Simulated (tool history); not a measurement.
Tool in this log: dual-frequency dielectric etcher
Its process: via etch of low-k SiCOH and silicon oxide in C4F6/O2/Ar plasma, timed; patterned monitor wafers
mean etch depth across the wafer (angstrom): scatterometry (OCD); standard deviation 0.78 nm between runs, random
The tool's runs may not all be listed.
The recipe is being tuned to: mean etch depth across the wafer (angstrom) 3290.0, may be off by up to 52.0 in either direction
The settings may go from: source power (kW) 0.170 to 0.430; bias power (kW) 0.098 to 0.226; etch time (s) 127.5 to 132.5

run	hour	source power (kW)	bias power (kW)	etch time (s)	mean etch depth across the wafer (angstrom)
1	0.0	0.300	0.162	127.5	3020.4
2	8.1	0.320	0.163	127.5	3093.5
3	12.1	0.320	0.139	127.5	2858.0
4	20.8	0.350	0.142	127.5	2968.6
5	22.7	0.370	0.146	127.5	3076.4
6	24.7	0.370	0.146	127.5	3076.5
7	26.3	0.380	0.147	127.5	3111.8
8	29.1	0.390	0.148	127.5	3158.8
9	33.8	0.390	0.148	127.5	3153.0
10	36.0	0.400	0.149	127.5	3180.0

Which single option among these 4 for the next run brings every result within its allowed miss of target? Just one does.
A	38.2	0.350	0.147	129.0	?
B	38.2	0.390	0.133	132.5	?
C	38.2	0.430	0.149	129.0	?
D	38.2	0.430	0.124	129.0	?

move	mean etch depth across the wafer (angstrom)
A	3060.5
B	3107.4
C	3299.6
D	3024.4
A: moves away from the targets compared with the last run
B: moves away from the targets compared with the last run
C: all results in spec
D: moves away from the targets compared with the last run
Correct choice: C, which meets every target
